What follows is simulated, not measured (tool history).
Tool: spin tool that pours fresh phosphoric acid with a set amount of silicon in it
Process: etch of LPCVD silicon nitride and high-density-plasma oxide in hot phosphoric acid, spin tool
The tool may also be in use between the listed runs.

run,hour,temperature setpoint of the liquid (C),silicon dissolved in the acid as it is poured (mg a litre),time under the liquid (s),thickness taken off the LPCVD silicon nitride on a monitor wafer (Å),thickness taken off the high-density-plasma oxide on a monitor wafer (Å)
1,0.0,162.0,25.5,100,91.830,2.1266
2,2.7,163.5,25.5,100,95.507,2.9319
3,10.9,162.5,31.5,100,92.224,2.0365
4,18.6,162.5,17.0,100,94.566,2.9966
5,21.6,162.5,17.0,120,112.020,3.5343
6,30.4,163.0,17.0,120,111.470,3.1852

Run 7 is up next; what results do you expect?
7,34.7,163.5,33.5,90,?,?

Run 7 produced thickness taken off the LPCVD silicon nitride on a monitor wafer (Å) 87.306, thickness taken off the high-density-plasma oxide on a monitor wafer (Å) 1.5492.

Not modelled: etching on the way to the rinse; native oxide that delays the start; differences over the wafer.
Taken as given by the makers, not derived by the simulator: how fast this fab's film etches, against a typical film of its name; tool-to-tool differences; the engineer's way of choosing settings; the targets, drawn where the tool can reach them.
